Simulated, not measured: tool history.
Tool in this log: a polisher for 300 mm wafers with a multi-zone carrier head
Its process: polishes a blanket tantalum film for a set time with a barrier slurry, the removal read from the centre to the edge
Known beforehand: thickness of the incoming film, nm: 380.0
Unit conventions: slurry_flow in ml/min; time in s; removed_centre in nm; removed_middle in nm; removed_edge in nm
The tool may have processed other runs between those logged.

run  hour  slurry_flow  centre_zone  middle_zone  edge_zone  slurry_solids  time  removed_centre  removed_middle  removed_edge
  1     0          160            1            1          1              1    46          122.36          114.96        120.65
  2   8.4          160         0.96            1          1              1    46          113.74          117.38        119.87
  3  17.4          160         0.96            1          1              1    53          133.41          135.38        139.99
  4  23.7          160         0.96            1          1            0.9    53           128.5          131.07         136.3
  5  28.4          160         0.96            1       1.07            0.9    53          128.89          130.11        137.41
  6  32.3          195         0.96            1       1.07            0.9    53          134.31          135.78        139.97
  7  33.8          200         0.95         1.01       1.06           0.85    50          125.14          125.93        129.79
  8  41.3          200         0.94         1.03       1.05            0.8    47          112.09             119        120.56

Estimate the outcome of run 9 from the log above:
  9  49.4          160         0.93         1.07       0.95           0.55    34               ?               ?             ?

For run 9 the tool returned removed_centre 66.457 nm, removed_middle 73.754 nm, removed_edge 71.216 nm.
